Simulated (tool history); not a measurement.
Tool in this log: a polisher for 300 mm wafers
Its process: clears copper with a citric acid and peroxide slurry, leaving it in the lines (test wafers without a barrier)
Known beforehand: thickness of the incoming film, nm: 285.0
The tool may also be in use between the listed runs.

| run | hour | flow of slurry (ml/min) | pressure of the wafer on the pad (kPa) | speed of the pad under the wafer (m/s) | abrasive content of the slurry | overpolish time after the end point (s) | time until the end point was called (s) | dishing of a wide line in a test structure (Å) |
|---|---|---|---|---|---|---|---|---|
| 1 | 0.0 | 130 | 24.1 | 1.1 | 1.0 | 28 | 106.13 | 484.69 |
| 2 | 5.5 | 135 | 22.8 | 1.1 | 1.0 | 26 | 112.60 | 430.13 |
| 3 | 10.5 | 135 | 22.1 | 1.1 | 1.0 | 25 | 118.88 | 409.14 |
| 4 | 18.8 | 135 | 22.1 | 1.1 | 1.0 | 24 | 117.67 | 389.66 |
| 5 | 19.5 | 120 | 22.1 | 1.1 | 1.0 | 24 | 116.50 | 378.25 |
| 6 | 20.4 | 120 | 26.9 | 1.1 | 1.0 | 24 | 100.80 | 453.75 |
| 7 | 21.2 | 115 | 25.5 | 1.1 | 1.0 | 24 | 105.68 | 435.23 |

What will run 8 give?
| 8 | 26.0 | 115 | 24.1 | 1.1 | 1.0 | 24 | ? | ? |

time until the end point was called (s): 110.38
dishing of a wide line in a test structure (Å): 412.28
